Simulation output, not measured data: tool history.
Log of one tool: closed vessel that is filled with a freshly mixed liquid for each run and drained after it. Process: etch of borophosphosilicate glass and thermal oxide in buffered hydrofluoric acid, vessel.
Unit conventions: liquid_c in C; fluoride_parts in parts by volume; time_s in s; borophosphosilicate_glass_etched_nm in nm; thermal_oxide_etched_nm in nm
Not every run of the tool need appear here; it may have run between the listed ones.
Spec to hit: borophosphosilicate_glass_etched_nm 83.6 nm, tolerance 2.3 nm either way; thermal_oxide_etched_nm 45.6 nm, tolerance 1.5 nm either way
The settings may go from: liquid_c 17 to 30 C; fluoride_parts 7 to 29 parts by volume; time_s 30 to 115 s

| run | hour | liquid_c | fluoride_parts | time_s | borophosphosilicate_glass_etched_nm | thermal_oxide_etched_nm |
|---|---|---|---|---|---|---|
| 1 | 0 | 22 | 18 | 60 | 57.065 | 31.419 |
| 2 | 8.7 | 23.5 | 18 | 60 | 62.605 | 34.644 |
| 3 | 15.2 | 23.5 | 21 | 60 | 54.062 | 30.44 |
| 4 | 24.1 | 20 | 21 | 60 | 44.248 | 24.546 |
| 5 | 24.6 | 20 | 21 | 50 | 37.885 | 20.514 |
| 6 | 30.5 | 17 | 21 | 50 | 32.288 | 17.387 |
| 7 | 36.9 | 21 | 19 | 50 | 43.205 | 24.285 |
| 8 | 43.8 | 23 | 17.5 | 50 | 52.522 | 28.244 |
| 9 | 46.5 | 25 | 17 | 50 | 60.089 | 32.76 |
| 10 | 51.2 | 26.5 | 16.5 | 50 | 65.752 | 36.821 |
| 11 | 55.8 | 28 | 13 | 50 | 92.359 | 49.954 |
| 12 | 62.6 | 27.5 | 13 | 50 | 88.96 | 49.515 |
| 13 | 71.5 | 27 | 13 | 50 | 87.685 | 47.689 |

Consider the 5 candidate settings below. Which is the only one whose results all fall within their allowed miss of target?
| A | 80.4 | 25 | 13.5 | 55 | ? | ? |
| B | 80.4 | 24 | 7.5 | 35 | ? | ? |
| C | 80.4 | 24.5 | 11 | 50 | ? | ? |
| D | 80.4 | 26.5 | 11.5 | 50 | ? | ? |
| E | 80.4 | 26 | 14.5 | 60 | ? | ? |

| move | borophosphosilicate_glass_etched_nm | thermal_oxide_etched_nm |
|---|---|---|
| A | 83.097 | 45.668 |
| B | 87.873 | 48.03 |
| C | 89.945 | 49.359 |
| D | 95.82 | 52.657 |
| E | 89.136 | 49.028 |
A: in spec on every target
B: about as far from the targets as the last run
C: its largest miss is bigger than the last run's
D: its largest miss is bigger than the last run's
E: its largest miss is bigger than the last run's
Go with A: it meets all targets.

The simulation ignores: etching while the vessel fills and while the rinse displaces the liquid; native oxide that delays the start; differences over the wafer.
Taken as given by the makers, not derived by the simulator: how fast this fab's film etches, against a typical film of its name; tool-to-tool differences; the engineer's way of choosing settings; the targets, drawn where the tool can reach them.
